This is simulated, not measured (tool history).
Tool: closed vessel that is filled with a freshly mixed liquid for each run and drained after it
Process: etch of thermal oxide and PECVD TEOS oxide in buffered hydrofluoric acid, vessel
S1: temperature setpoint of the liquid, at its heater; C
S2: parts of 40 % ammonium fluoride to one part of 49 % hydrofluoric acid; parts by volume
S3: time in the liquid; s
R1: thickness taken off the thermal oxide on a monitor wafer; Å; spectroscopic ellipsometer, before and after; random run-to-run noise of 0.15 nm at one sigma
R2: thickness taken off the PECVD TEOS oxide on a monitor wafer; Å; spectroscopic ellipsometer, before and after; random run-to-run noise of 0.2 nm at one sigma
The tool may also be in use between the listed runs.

run,day,S1,S2,S3,R1,R2
1,0,23,14,60,502.82,942.11
2,0.15,22,15.5,60,430.29,809.29
3,0.396,21,16.5,60,385.3,721.82
4,0.471,20,17.5,60,341.37,649.9
5,0.608,20,14,60,422.92,805.62
6,0.896,20,12.5,60,474.6,894.03

The next listed run, before its measurement:
7,1.154,19.5,14.5,60,?,?

R1: 402.49 Å
R2: 756.53 Å

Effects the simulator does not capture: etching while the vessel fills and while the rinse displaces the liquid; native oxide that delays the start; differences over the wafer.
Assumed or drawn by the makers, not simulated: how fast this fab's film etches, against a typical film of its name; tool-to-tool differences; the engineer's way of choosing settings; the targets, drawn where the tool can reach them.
